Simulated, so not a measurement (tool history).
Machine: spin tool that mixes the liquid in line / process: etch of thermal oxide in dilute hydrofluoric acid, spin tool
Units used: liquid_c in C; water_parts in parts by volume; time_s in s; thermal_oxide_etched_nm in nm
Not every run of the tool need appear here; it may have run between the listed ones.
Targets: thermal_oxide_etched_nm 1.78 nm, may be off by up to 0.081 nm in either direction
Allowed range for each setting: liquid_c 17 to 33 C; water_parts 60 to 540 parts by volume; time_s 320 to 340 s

{"run": 1, "day": 0.0, "liquid_c": 25, "water_parts": 300, "time_s": 320, "thermal_oxide_etched_nm": 3.9229}
{"run": 2, "day": 0.029, "liquid_c": 25, "water_parts": 300, "time_s": 340, "thermal_oxide_etched_nm": 4.1441}
{"run": 3, "day": 0.108, "liquid_c": 25, "water_parts": 300, "time_s": 340, "thermal_oxide_etched_nm": 4.2089}
{"run": 4, "day": 0.2, "liquid_c": 22, "water_parts": 300, "time_s": 340, "thermal_oxide_etched_nm": 3.774}
{"run": 5, "day": 0.417, "liquid_c": 22, "water_parts": 300, "time_s": 340, "thermal_oxide_etched_nm": 3.8045}
{"run": 6, "day": 0.767, "liquid_c": 22, "water_parts": 210, "time_s": 340, "thermal_oxide_etched_nm": 5.8935}
{"run": 7, "day": 0.808, "liquid_c": 21.5, "water_parts": 240, "time_s": 340, "thermal_oxide_etched_nm": 4.7953}
{"run": 8, "day": 0.892, "liquid_c": 21, "water_parts": 265, "time_s": 340, "thermal_oxide_etched_nm": 4.1993}
{"run": 9, "day": 1.154, "liquid_c": 20.5, "water_parts": 285, "time_s": 340, "thermal_oxide_etched_nm": 3.7183}
{"run": 10, "day": 1.229, "liquid_c": 20, "water_parts": 305, "time_s": 340, "thermal_oxide_etched_nm": 3.3153}
{"run": 11, "day": 1.45, "liquid_c": 19.5, "water_parts": 320, "time_s": 340, "thermal_oxide_etched_nm": 3.0554}
{"run": 12, "day": 1.762, "liquid_c": 19, "water_parts": 335, "time_s": 340, "thermal_oxide_etched_nm": 2.9309}
{"run": 13, "day": 1.962, "liquid_c": 19, "water_parts": 350, "time_s": 340, "thermal_oxide_etched_nm": 2.7784}
{"run": 14, "day": 2.312, "liquid_c": 19, "water_parts": 365, "time_s": 340, "thermal_oxide_etched_nm": 2.6214}

4 next moves are on the table. One of them brings every result within its allowed miss. Which?
{"run": "A", "day": 2.662, "liquid_c": 18, "water_parts": 525, "time_s": 340, "thermal_oxide_etched_nm": "?"}
{"run": "B", "day": 2.662, "liquid_c": 18.5, "water_parts": 485, "time_s": 320, "thermal_oxide_etched_nm": "?"}
{"run": "C", "day": 2.662, "liquid_c": 24.5, "water_parts": 325, "time_s": 320, "thermal_oxide_etched_nm": "?"}
{"run": "D", "day": 2.662, "liquid_c": 18.5, "water_parts": 455, "time_s": 320, "thermal_oxide_etched_nm": "?"}

move=A thermal_oxide_etched_nm=1.5485
move=B thermal_oxide_etched_nm=1.653
move=C thermal_oxide_etched_nm=3.4657
move=D thermal_oxide_etched_nm=1.8029
A: carries the result that was furthest off beyond its target, to the other side
B: carries the result that was furthest off beyond its target, to the other side
C: its largest miss is bigger than the last run's
D: all results land within tolerance of their targets
Go with D: it meets all targets.
